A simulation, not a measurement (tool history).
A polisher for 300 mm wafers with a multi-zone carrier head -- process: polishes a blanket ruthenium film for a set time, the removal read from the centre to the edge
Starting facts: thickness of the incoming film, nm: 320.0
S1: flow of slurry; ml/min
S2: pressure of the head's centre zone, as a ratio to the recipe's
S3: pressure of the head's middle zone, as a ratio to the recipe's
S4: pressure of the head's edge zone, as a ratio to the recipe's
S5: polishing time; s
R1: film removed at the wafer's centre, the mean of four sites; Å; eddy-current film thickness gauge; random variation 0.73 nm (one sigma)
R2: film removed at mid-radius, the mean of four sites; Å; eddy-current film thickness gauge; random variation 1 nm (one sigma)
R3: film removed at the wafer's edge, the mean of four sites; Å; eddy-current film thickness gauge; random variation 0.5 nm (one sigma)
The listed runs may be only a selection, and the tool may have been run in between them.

run	hour	S1	S2	S3	S4	S5	R1	R2	R3
1	0	130	1	1	1	71	1181.3	1202.7	1218
2	0.6	130	1	1	1.05	71	1207.3	1210	1231.6
3	9.1	130	1	1	1.05	64	1070.1	1071.2	1110.6
4	12.2	130	1	0.95	1.05	64	1050.6	1055.1	1116.3
5	18.6	125	1.03	0.98	1	56	932.54	928.92	954.01
6	26.9	125	0.95	0.98	1	56	880.7	915.36	946.6

Run 7 comes next. What will it give?
7	35.7	120	1.01	0.98	0.95	52	?	?	?

For run 7 the tool returned R1 856.49 Å, R2 827.7 Å, R3 856.41 Å.
